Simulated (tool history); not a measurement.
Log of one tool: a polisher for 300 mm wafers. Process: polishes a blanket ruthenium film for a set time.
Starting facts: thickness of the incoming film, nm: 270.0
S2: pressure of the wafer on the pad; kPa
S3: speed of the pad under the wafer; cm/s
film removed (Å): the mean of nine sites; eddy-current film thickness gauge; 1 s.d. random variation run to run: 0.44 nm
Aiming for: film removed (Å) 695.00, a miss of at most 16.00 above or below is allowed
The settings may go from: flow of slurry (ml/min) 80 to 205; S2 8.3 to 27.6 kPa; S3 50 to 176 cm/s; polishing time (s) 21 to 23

Run 1, hour 0.0: flow of slurry (ml/min) 135, S2 17.9 kPa, S3 112 cm/s, polishing time (s) 23. Result: film removed (Å) 393.88.
Run 2, hour 7.1: flow of slurry (ml/min) 150, S2 20.7 kPa, S3 112 cm/s, polishing time (s) 23. Result: film removed (Å) 456.11.
Run 3, hour 12.9: flow of slurry (ml/min) 155, S2 22.8 kPa, S3 114 cm/s, polishing time (s) 23. Result: film removed (Å) 505.03.
Run 4, hour 14.0: flow of slurry (ml/min) 155, S2 22.8 kPa, S3 114 cm/s, polishing time (s) 23. Result: film removed (Å) 499.12.
Run 5, hour 23.0: flow of slurry (ml/min) 130, S2 22.8 kPa, S3 114 cm/s, polishing time (s) 23. Result: film removed (Å) 487.31.
Run 6, hour 31.5: flow of slurry (ml/min) 130, S2 25.5 kPa, S3 114 cm/s, polishing time (s) 23. Result: film removed (Å) 539.88.
Run 7, hour 32.6: flow of slurry (ml/min) 145, S2 26.2 kPa, S3 118 cm/s, polishing time (s) 23. Result: film removed (Å) 576.12.
Run 8, hour 41.5: flow of slurry (ml/min) 155, S2 26.9 kPa, S3 122 cm/s, polishing time (s) 23. Result: film removed (Å) 626.51.
Run 9, hour 49.2: flow of slurry (ml/min) 165, S2 26.9 kPa, S3 124 cm/s, polishing time (s) 23. Result: film removed (Å) 636.90.
Run 10, hour 50.2: flow of slurry (ml/min) 170, S2 26.9 kPa, S3 126 cm/s, polishing time (s) 23. Result: film removed (Å) 650.53.
Run 11, hour 56.1: flow of slurry (ml/min) 175, S2 26.9 kPa, S3 128 cm/s, polishing time (s) 23. Result: film removed (Å) 669.30.
Run 12, hour 57.8: flow of slurry (ml/min) 180, S2 26.9 kPa, S3 128 cm/s, polishing time (s) 23. Result: film removed (Å) 665.52.

Below are 4 possible settings for the next run. Only one of them brings all results inside the allowed miss of their targets. Which is it?
Run A, hour 59.5: flow of slurry (ml/min) 185, S2 27.6 kPa, S3 136 cm/s, polishing time (s) 22. Result: film removed (Å) ?.
Run B, hour 59.5: flow of slurry (ml/min) 180, S2 26.2 kPa, S3 124 cm/s, polishing time (s) 23. Result: film removed (Å) ?.
Run C, hour 59.5: flow of slurry (ml/min) 170, S2 20.7 kPa, S3 160 cm/s, polishing time (s) 23. Result: film removed (Å) ?.
Run D, hour 59.5: flow of slurry (ml/min) 170, S2 25.5 kPa, S3 134 cm/s, polishing time (s) 22. Result: film removed (Å) ?.

move  film removed (Å)
   A            698.67
   B            635.11
   C            655.30
   D            634.64
A: every result lands within tolerance
B: lands further from the targets than the last run did
C: lands further from the targets than the last run did
D: lands further from the targets than the last run did
Answer: A

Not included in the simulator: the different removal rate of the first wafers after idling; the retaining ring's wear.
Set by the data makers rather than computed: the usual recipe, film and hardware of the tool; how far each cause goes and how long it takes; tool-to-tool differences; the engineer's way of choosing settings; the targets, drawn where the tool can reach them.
